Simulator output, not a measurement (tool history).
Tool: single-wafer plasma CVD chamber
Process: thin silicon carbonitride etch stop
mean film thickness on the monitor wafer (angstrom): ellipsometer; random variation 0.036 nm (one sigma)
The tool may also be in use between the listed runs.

run,hour,RF power (W),deposition time (s),mean film thickness on the monitor wafer (angstrom)
1,0,265,23,145.75
2,1.1,285,23.5,153.17
3,6.6,310,23.5,157.59
4,10.2,310,21.3,143.46
5,13.4,320,22.2,151.58
6,18.1,300,22.2,146.99

Forecast run 7:
7,21.1,315,22.8,?

{"run 7": {"mean film thickness on the monitor wafer (angstrom)": 155.18}}
